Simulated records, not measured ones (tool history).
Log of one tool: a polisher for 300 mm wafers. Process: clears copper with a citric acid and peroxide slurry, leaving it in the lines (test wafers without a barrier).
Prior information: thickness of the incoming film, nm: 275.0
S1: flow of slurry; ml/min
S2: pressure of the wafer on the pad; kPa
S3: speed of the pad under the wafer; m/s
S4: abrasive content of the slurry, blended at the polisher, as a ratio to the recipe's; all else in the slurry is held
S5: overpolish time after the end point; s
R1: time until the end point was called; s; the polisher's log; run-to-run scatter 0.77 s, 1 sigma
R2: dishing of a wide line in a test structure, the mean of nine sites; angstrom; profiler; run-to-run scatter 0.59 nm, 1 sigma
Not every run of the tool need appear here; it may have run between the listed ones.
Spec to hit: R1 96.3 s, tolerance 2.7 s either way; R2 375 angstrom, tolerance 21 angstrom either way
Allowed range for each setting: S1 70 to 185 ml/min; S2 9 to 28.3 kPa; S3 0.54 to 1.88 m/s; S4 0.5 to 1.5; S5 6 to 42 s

run,hour,S1,S2,S3,S4,S5,R1,R2
1,0,120,18.6,1.2,1,21,115.27,361.28
2,2.3,130,19.3,1.2,1,20,109.56,361.95
3,3.6,135,19.3,1.2,1,20,109.47,368.01
4,11.3,135,15.9,1.2,1,20,130.59,310.63
5,18.2,135,15.9,0.92,1,20,168.64,257.6
6,25.3,135,13.1,0.92,1,20,200.97,214.13
7,30.8,140,15.9,0.92,1,19,165.97,239.64
8,39.5,145,17.9,0.92,1,19,148,270.14
9,44.2,150,19.3,0.92,1,19,134.69,291.34
10,52.8,155,20.7,0.92,1,19,125.9,309.34
11,56.3,155,21.4,0.92,1,19,124.09,314
12,65.2,155,22.8,0.92,1,19,117.74,331.91
13,68.2,160,23.4,0.92,1,19,112.07,349.19
14,69.4,165,24.1,0.92,1,19,108.09,353.62
15,71.1,165,24.8,0.92,1,19,104.79,366.42
16,77.3,180,26.2,0.92,1,17,97.765,350.33

Next run, 4 choices. One meets every target within its allowed miss, the rest don't. Which?
A,83.5,155,25.5,1,1.45,14,?,?
B,83.5,185,28.3,0.88,1.15,13,?,?
C,83.5,155,21.4,1.32,0.95,16,?,?
D,83.5,185,22.8,1.08,1.1,18,?,?

move,R1,R2
A,89.107,316.56
B,92.806,287.26
C,87.526,357.4
D,94.779,370.39
A: further off than the last run
B: further off than the last run
C: corrects the largest miss of the last run, while another result sits out of spec
D: every result within its allowed miss
D meets every target.
